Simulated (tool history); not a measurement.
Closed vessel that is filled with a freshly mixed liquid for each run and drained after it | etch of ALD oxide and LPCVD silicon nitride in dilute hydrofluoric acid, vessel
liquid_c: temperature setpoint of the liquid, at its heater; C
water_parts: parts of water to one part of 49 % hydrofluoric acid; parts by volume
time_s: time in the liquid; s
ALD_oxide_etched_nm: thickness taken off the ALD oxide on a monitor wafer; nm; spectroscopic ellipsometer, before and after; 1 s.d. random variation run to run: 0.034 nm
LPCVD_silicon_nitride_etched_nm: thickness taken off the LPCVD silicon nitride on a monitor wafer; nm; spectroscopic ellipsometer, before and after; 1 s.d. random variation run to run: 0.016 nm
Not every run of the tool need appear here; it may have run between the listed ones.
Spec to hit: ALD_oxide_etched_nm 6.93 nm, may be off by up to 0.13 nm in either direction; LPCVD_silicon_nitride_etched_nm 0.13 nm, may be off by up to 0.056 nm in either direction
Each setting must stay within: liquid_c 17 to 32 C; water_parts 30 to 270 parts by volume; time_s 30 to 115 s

run  hour  liquid_c  water_parts  time_s  ALD_oxide_etched_nm  LPCVD_silicon_nitride_etched_nm
  1     0        24          150      60               12.628                          0.21698
  2   3.9        23          160      60               11.352                           0.2593
  3  12.3      22.5          170      60               10.385                            0.214
  4  15.3      21.5          175      60               9.6542                          0.17564
  5  23.1        21          180      60               9.1767                          0.18136
  6  24.7      20.5          185      60               8.6377                          0.15943
  7  27.3        20          190      60               8.1562                          0.19043
  8  29.2      19.5          190      60               8.0833                          0.14739
  9  35.9        19          190      60               8.0275                          0.13806
 10  40.6        19          195      60               7.6978                          0.18486
 11  41.6        17          195      60               7.0875                          0.10418

Consider the 4 candidate settings below. Which is the only one whose results all fall within their allowed miss of target?
  A  42.6        17          165      50                    ?                                ?
  B  42.6      17.5          175      50                    ?                                ?
  C  42.6        19          160      45                    ?                                ?
  D  42.6        17          175      55                    ?                                ?

move  ALD_oxide_etched_nm  LPCVD_silicon_nitride_etched_nm
   A               7.2967                          0.14756
   B               6.9471                          0.14409
   C               7.3656                          0.15628
   D               7.4927                          0.15331
A: lands further from the targets than the last run did
B: each result inside its tolerance
C: lands further from the targets than the last run did
D: lands further from the targets than the last run did
Answer: B

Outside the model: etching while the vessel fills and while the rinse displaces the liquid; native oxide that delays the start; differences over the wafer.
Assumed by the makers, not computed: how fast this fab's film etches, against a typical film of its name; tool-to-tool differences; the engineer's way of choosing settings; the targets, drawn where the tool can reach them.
